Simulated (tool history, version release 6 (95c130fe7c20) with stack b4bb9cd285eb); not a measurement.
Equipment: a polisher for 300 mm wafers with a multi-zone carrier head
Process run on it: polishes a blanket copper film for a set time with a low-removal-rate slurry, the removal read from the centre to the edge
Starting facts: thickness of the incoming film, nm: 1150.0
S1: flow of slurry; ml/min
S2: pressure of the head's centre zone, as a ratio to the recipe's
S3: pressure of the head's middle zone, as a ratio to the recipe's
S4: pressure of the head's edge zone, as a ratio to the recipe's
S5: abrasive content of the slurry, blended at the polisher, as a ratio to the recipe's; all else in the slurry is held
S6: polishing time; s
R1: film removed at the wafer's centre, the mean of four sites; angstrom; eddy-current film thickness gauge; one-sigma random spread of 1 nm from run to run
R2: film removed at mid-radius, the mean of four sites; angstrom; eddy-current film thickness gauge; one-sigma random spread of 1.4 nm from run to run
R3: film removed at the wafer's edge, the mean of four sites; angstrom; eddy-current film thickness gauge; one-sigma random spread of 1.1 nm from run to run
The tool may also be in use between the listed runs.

run    day   S1    S2    S3    S4    S5  S6      R1      R2      R3
  1      0  265     1     1     1     1  51  1303.2  1305.1  1335.6
  2    0.2  265     1     1     1   0.8  51  1259.6  1196.5  1264.3
  3  0.458  260  0.98  1.01  0.98   0.8  51  1226.2  1223.7  1248.6
  4  0.675  260  0.98  1.01  0.98     1  51  1302.1  1300.4  1334.8
  5   0.85  260  0.98  1.01  0.92     1  51    1305    1299  1277.2
  6  0.883  260  0.98  1.01  0.88     1  51  1280.2  1309.6  1250.6
  7  1.088  255  0.96     1  0.87     1  51  1268.7  1286.2  1268.1
  8  1.325  255  0.94  1.01  0.86  0.95  51  1216.2  1289.3  1205.4
  9  1.675  250  0.93     1  0.86  0.95  51  1196.2  1267.5  1226.5

Run 10, settings as shown, results not yet in. Your forecast:
 10  2.012  250  0.93   1  0.86  0.95  51   ?   ?   ?

{"run 10": {"R1": 1211.8, "R2": 1257.3, "R3": 1203.7}}

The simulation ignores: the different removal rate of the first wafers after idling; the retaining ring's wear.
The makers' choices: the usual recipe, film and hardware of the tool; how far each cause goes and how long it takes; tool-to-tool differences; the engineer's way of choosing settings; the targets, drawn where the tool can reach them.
